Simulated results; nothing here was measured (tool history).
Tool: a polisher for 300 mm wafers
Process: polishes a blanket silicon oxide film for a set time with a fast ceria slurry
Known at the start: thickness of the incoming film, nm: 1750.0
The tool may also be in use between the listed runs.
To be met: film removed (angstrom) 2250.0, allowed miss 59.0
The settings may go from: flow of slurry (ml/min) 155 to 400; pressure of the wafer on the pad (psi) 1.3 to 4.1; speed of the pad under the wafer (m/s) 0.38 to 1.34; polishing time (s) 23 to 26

| run | hour | flow of slurry (ml/min) | pressure of the wafer on the pad (psi) | speed of the pad under the wafer (m/s) | polishing time (s) | film removed (angstrom) |
|---|---|---|---|---|---|---|
| 1 | 0.0 | 255 | 2.7 | 0.86 | 26 | 2807.7 |
| 2 | 4.8 | 255 | 2.6 | 0.86 | 26 | 2701.2 |
| 3 | 7.5 | 255 | 2.5 | 0.86 | 26 | 2614.2 |
| 4 | 10.4 | 290 | 2.5 | 0.86 | 26 | 2670.5 |
| 5 | 17.4 | 290 | 2.8 | 0.86 | 26 | 2913.1 |
| 6 | 19.8 | 290 | 2.8 | 0.96 | 26 | 3252.3 |
| 7 | 23.1 | 290 | 2.6 | 0.96 | 26 | 3048.9 |
| 8 | 31.8 | 290 | 2.5 | 0.96 | 26 | 2944.1 |

Which of these 4 next moves meets every target?
| A | 40.5 | 330 | 2.9 | 1.08 | 23 | ? |
| B | 40.5 | 265 | 2.8 | 0.64 | 26 | ? |
| C | 40.5 | 355 | 2.1 | 0.92 | 23 | ? |
| D | 40.5 | 255 | 3.3 | 1.10 | 26 | ? |

| move | film removed (angstrom) |
|---|---|
| A | 3361.3 |
| B | 2237.7 |
| C | 2133.0 |
| D | 4283.8 |
A: further off than the last run
B: meets every target
C: takes the result that was furthest off past its target
D: further off than the last run
Move B is the one to make.
